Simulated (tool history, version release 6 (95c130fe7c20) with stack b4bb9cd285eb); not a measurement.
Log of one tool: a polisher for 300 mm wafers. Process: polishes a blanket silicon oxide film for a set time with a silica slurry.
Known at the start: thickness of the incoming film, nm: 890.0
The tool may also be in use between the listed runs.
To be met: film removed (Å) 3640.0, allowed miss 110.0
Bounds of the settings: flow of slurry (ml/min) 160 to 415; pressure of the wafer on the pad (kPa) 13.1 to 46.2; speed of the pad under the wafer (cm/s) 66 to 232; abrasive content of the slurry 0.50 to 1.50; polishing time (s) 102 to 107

run  hour  flow of slurry (ml/min)  pressure of the wafer on the pad (kPa)  speed of the pad under the wafer (cm/s)  abrasive content of the slurry  polishing time (s)  film removed (Å)
  1   0.0                      265                                    29.6                                      148                            1.00                 102            4934.5
  2   2.8                      265                                    26.9                                      148                            1.00                 102            4480.4
  3  10.2                      265                                    26.9                                      184                            1.00                 102            5368.7
  4  13.9                      265                                    26.9                                      184                            0.85                 102            4955.9
  5  18.4                      295                                    26.9                                      184                            0.85                 102            5083.6
  6  24.8                      335                                    26.9                                      184                            0.85                 102            4985.1
  7  26.6                      335                                    24.1                                      184                            0.85                 102            4621.5
  8  29.4                      335                                    21.4                                      184                            0.85                 102            4108.2
  9  31.0                      335                                    20.0                                      184                            0.85                 102            3940.0

4 next moves are on the table. One of them brings every result within its allowed miss. Which?
  A  32.6                      345                                    20.0                                      198                            0.70                 104                 ?
  B  32.6                      300                                    20.0                                      202                            0.75                 103                 ?
  C  32.6                      405                                    20.0                                      176                            0.90                 104                 ?
  D  32.6                      335                                    20.0                                      166                            0.85                 103                 ?

move  film removed (Å)
   A            3840.1
   B            3955.8
   C            3991.2
   D            3623.9
A: nearer than the last run, and not there yet
B: further off than the last run
C: further off than the last run
D: meets every target
Answer: D
